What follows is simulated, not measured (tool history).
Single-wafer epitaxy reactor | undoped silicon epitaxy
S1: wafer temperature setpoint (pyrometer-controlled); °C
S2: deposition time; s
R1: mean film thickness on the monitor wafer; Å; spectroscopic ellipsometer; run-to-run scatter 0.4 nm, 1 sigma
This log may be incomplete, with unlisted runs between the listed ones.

run  hour   S1   S2      R1
  1   0.0  650  264  454.57
  2   8.5  655  264  501.92
  3  14.9  655  239  451.21
  4  16.1  648  239  397.86
  5  22.9  640  239  339.61
  6  26.5  640  273  384.47
  7  31.2  647  274  444.09
  8  35.3  647  274  444.85
  9  43.7  652  275  490.55
 10  45.8  656  275  529.02
 11  47.1  660  275  573.05
 12  49.8  663  275  612.18
 13  58.1  665  275  634.43
 14  64.8  666  275  640.73

Forecast run 15:
 15  67.1  667  275   ?

R1: 660.70 Å
